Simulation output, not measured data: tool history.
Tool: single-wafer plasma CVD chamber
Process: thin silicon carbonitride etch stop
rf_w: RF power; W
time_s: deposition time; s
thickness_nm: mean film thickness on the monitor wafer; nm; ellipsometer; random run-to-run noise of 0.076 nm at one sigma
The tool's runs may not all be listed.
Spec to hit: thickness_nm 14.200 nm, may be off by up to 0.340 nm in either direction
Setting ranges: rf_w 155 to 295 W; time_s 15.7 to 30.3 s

Run 1, hour 0.0: rf_w 225 W, time_s 23.0 s. Result: thickness_nm 11.944 nm.
Run 2, hour 6.2: rf_w 250 W, time_s 23.0 s. Result: thickness_nm 12.237 nm.
Run 3, hour 8.2: rf_w 255 W, time_s 23.4 s. Result: thickness_nm 12.646 nm.
Run 4, hour 8.8: rf_w 260 W, time_s 23.7 s. Result: thickness_nm 12.726 nm.
Run 5, hour 14.8: rf_w 235 W, time_s 23.7 s. Result: thickness_nm 12.414 nm.
Run 6, hour 23.1: rf_w 240 W, time_s 24.1 s. Result: thickness_nm 12.749 nm.
Run 7, hour 29.2: rf_w 245 W, time_s 24.4 s. Result: thickness_nm 12.832 nm.
Run 8, hour 35.8: rf_w 250 W, time_s 24.7 s. Result: thickness_nm 13.220 nm.
Run 9, hour 42.3: rf_w 255 W, time_s 24.9 s. Result: thickness_nm 13.403 nm.
Run 10, hour 50.6: rf_w 255 W, time_s 24.9 s. Result: thickness_nm 13.418 nm.
Run 11, hour 52.9: rf_w 260 W, time_s 25.0 s. Result: thickness_nm 13.574 nm.
Run 12, hour 55.7: rf_w 260 W, time_s 25.1 s. Result: thickness_nm 13.574 nm.
Run 13, hour 61.0: rf_w 260 W, time_s 25.2 s. Result: thickness_nm 13.558 nm.
Run 14, hour 65.5: rf_w 260 W, time_s 25.3 s. Result: thickness_nm 13.485 nm.

5 next moves are on the table. One of them brings every result within its allowed miss. Which?
Run A, hour 70.0: rf_w 245 W, time_s 24.0 s. Result: thickness_nm ?.
Run B, hour 70.0: rf_w 220 W, time_s 24.6 s. Result: thickness_nm ?.
Run C, hour 70.0: rf_w 200 W, time_s 26.1 s. Result: thickness_nm ?.
Run D, hour 70.0: rf_w 235 W, time_s 27.5 s. Result: thickness_nm ?.
Run E, hour 70.0: rf_w 285 W, time_s 23.2 s. Result: thickness_nm ?.

move  thickness_nm
   A        12.691
   B        12.552
   C        12.897
   D        14.343
   E        12.892
A: its largest miss is bigger than the last run's
B: its largest miss is bigger than the last run's
C: its largest miss is bigger than the last run's
D: each result inside its tolerance
E: its largest miss is bigger than the last run's
Move D is the one to make.

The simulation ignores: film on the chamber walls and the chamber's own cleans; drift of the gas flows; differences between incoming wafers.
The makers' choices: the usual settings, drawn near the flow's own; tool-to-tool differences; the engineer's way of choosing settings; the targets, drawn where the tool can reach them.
